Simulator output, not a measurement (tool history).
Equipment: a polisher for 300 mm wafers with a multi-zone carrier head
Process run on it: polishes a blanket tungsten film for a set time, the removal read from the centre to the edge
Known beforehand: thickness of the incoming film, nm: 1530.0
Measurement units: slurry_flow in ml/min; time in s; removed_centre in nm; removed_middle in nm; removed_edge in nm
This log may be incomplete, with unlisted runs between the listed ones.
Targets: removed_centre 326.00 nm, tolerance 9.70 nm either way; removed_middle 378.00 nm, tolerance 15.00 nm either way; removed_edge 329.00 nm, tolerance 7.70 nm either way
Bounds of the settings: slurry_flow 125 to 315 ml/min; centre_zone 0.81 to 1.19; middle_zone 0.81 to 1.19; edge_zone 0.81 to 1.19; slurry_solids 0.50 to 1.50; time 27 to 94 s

run 1 hour=0.0 | slurry_flow=205 centre_zone=1.00 middle_zone=1.00 edge_zone=1.00 slurry_solids=1.00 time=60 | removed_centre=241.94 removed_middle=237.88 removed_edge=238.88
run 2 hour=6.9 | slurry_flow=220 centre_zone=1.00 middle_zone=1.06 edge_zone=1.03 slurry_solids=1.15 time=63 | removed_centre=270.95 removed_middle=276.22 removed_edge=265.29
run 3 hour=9.4 | slurry_flow=220 centre_zone=0.95 middle_zone=1.06 edge_zone=1.03 slurry_solids=1.15 time=63 | removed_centre=254.87 removed_middle=279.70 removed_edge=266.12
run 4 hour=17.7 | slurry_flow=235 centre_zone=0.96 middle_zone=1.10 edge_zone=1.06 slurry_solids=1.25 time=64 | removed_centre=270.44 removed_middle=292.48 removed_edge=281.72
run 5 hour=21.7 | slurry_flow=235 centre_zone=0.96 middle_zone=1.10 edge_zone=1.06 slurry_solids=1.25 time=52 | removed_centre=219.60 removed_middle=242.96 removed_edge=228.29
run 6 hour=24.5 | slurry_flow=235 centre_zone=0.96 middle_zone=1.18 edge_zone=1.06 slurry_solids=1.25 time=52 | removed_centre=221.42 removed_middle=258.05 removed_edge=227.96
run 7 hour=31.7 | slurry_flow=240 centre_zone=0.96 middle_zone=1.18 edge_zone=1.04 slurry_solids=1.35 time=58 | removed_centre=253.58 removed_middle=293.70 removed_edge=260.21
run 8 hour=36.5 | slurry_flow=245 centre_zone=0.96 middle_zone=1.18 edge_zone=1.02 slurry_solids=1.40 time=62 | removed_centre=272.78 removed_middle=317.77 removed_edge=279.52

Exactly one of the 5 candidate moves below puts every result within its allowed miss. Which one?
run A hour=41.3 | slurry_flow=235 centre_zone=0.97 middle_zone=1.08 edge_zone=1.12 slurry_solids=1.35 time=72 | removed_centre=? removed_middle=? removed_edge=?
run B hour=41.3 | slurry_flow=260 centre_zone=1.06 middle_zone=1.17 edge_zone=0.81 slurry_solids=1.45 time=72 | removed_centre=? removed_middle=? removed_edge=?
run C hour=41.3 | slurry_flow=265 centre_zone=0.91 middle_zone=1.19 edge_zone=1.05 slurry_solids=1.15 time=77 | removed_centre=? removed_middle=? removed_edge=?
run D hour=41.3 | slurry_flow=305 centre_zone=1.00 middle_zone=1.19 edge_zone=1.14 slurry_solids=1.30 time=71 | removed_centre=? removed_middle=? removed_edge=?
run E hour=41.3 | slurry_flow=265 centre_zone=0.88 middle_zone=1.03 edge_zone=1.13 slurry_solids=1.45 time=74 | removed_centre=? removed_middle=? removed_edge=?

move=A removed_centre=315.55 removed_middle=344.08 removed_edge=329.00
move=B removed_centre=357.22 removed_middle=380.72 removed_edge=305.03
move=C removed_centre=307.81 removed_middle=388.31 removed_edge=332.16
move=D removed_centre=328.50 removed_middle=375.99 removed_edge=330.06
move=E removed_centre=304.81 removed_middle=351.85 removed_edge=350.22
A: corrects the largest miss of the last run, while another result sits out of spec
B: moves toward the targets from the last run without getting all of them in spec
C: corrects the largest miss of the last run, while another result sits out of spec
D: all results in spec
E: pushes the last run's worst result past its target
The right move is D.
